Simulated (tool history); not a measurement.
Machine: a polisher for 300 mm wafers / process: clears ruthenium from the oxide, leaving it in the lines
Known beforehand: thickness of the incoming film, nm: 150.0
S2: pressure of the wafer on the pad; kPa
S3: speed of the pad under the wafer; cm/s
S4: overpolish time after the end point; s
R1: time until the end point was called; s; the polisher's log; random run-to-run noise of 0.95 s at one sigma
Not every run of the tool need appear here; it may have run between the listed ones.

{"run": 1, "hour": 0.0, "flow of slurry (ml/min)": 265, "S2": 12.4, "S3": 106, "S4": 16, "R1": 117.72}
{"run": 2, "hour": 7.3, "flow of slurry (ml/min)": 265, "S2": 11.0, "S3": 106, "S4": 16, "R1": 131.22}
{"run": 3, "hour": 15.8, "flow of slurry (ml/min)": 265, "S2": 12.4, "S3": 106, "S4": 16, "R1": 115.91}
{"run": 4, "hour": 22.6, "flow of slurry (ml/min)": 265, "S2": 13.8, "S3": 108, "S4": 16, "R1": 104.39}
{"run": 5, "hour": 27.3, "flow of slurry (ml/min)": 230, "S2": 13.8, "S3": 108, "S4": 16, "R1": 104.48}
{"run": 6, "hour": 32.1, "flow of slurry (ml/min)": 230, "S2": 13.8, "S3": 108, "S4": 17, "R1": 105.8}
{"run": 7, "hour": 38.9, "flow of slurry (ml/min)": 235, "S2": 17.2, "S3": 124, "S4": 17, "R1": 75.797}
{"run": 8, "hour": 46.7, "flow of slurry (ml/min)": 235, "S2": 17.9, "S3": 126, "S4": 17, "R1": 69.654}
{"run": 9, "hour": 51.1, "flow of slurry (ml/min)": 235, "S2": 17.9, "S3": 126, "S4": 17, "R1": 71.035}

Predict the results of run 10:
{"run": 10, "hour": 52.7, "flow of slurry (ml/min)": 235, "S2": 17.9, "S3": 128, "S4": 17, "R1": "?"}

R1: 70.446 s
